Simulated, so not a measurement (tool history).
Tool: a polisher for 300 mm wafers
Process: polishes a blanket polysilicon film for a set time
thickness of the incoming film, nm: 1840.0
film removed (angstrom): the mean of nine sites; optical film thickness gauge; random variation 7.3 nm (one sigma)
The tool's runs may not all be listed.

| run | day | flow of slurry (ml/min) | pressure of the wafer on the pad (psi) | speed of the pad under the wafer (m/s) | polishing time (s) | film removed (angstrom) |
|---|---|---|---|---|---|---|
| 1 | 0.000 | 220 | 2.6 | 1.08 | 101 | 7843.8 |
| 2 | 0.033 | 220 | 2.4 | 1.08 | 101 | 7389.3 |
| 3 | 0.100 | 220 | 2.2 | 1.08 | 101 | 7171.5 |
| 4 | 0.262 | 220 | 2.2 | 1.24 | 101 | 7891.0 |
| 5 | 0.475 | 220 | 2.0 | 1.22 | 101 | 7149.4 |
| 6 | 0.579 | 220 | 1.8 | 1.22 | 101 | 6769.1 |
| 7 | 0.838 | 220 | 1.7 | 1.22 | 101 | 6582.5 |

Run 8 comes next. What will it give?
| 8 | 0.912 | 220 | 1.6 | 1.22 | 101 | ? |

{"run 8": {"film removed (angstrom)": 6222.5}}

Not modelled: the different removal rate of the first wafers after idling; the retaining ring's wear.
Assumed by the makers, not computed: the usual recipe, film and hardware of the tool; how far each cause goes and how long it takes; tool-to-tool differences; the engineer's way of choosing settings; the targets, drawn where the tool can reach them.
